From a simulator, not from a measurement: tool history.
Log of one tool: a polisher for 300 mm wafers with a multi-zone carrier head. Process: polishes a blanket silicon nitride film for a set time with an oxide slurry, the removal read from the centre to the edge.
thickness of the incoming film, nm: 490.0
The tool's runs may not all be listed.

run	hour	flow of slurry (ml/min)	pressure of the head's centre zone	pressure of the head's middle zone	pressure of the head's edge zone	abrasive content of the slurry	polishing time (s)	film removed at the wafer's centre (angstrom)	film removed at mid-radius (angstrom)	film removed at the wafer's edge (angstrom)
1	0.0	230	1.00	1.00	1.00	1.00	34	181.74	178.41	180.61
2	8.6	180	1.00	1.00	1.00	1.00	34	178.34	176.10	175.50
3	16.3	180	1.00	1.00	0.95	1.00	34	178.76	176.99	169.62
4	21.7	180	1.00	1.00	0.95	0.85	34	169.55	163.26	159.21
5	30.5	180	1.08	1.00	0.95	0.85	34	182.35	164.74	164.74
6	37.5	180	1.00	1.00	0.99	0.85	34	168.50	165.83	161.10
7	41.7	185	0.94	0.98	1.03	0.85	34	156.31	164.90	167.38
8	45.5	180	0.91	0.97	1.02	0.80	34	148.19	155.43	163.33
9	54.4	175	0.89	0.98	1.01	0.80	34	142.71	157.40	163.66
10	58.8	170	0.89	0.99	1.00	0.80	34	143.80	156.76	161.33

Forecast run 11:
11	66.2	170	0.88	1.00	0.99	0.80	34	?	?	?

{"run 11": {"film removed at the wafer's centre (angstrom)": 142.44, "film removed at mid-radius (angstrom)": 162.62, "film removed at the wafer's edge (angstrom)": 156.82}}
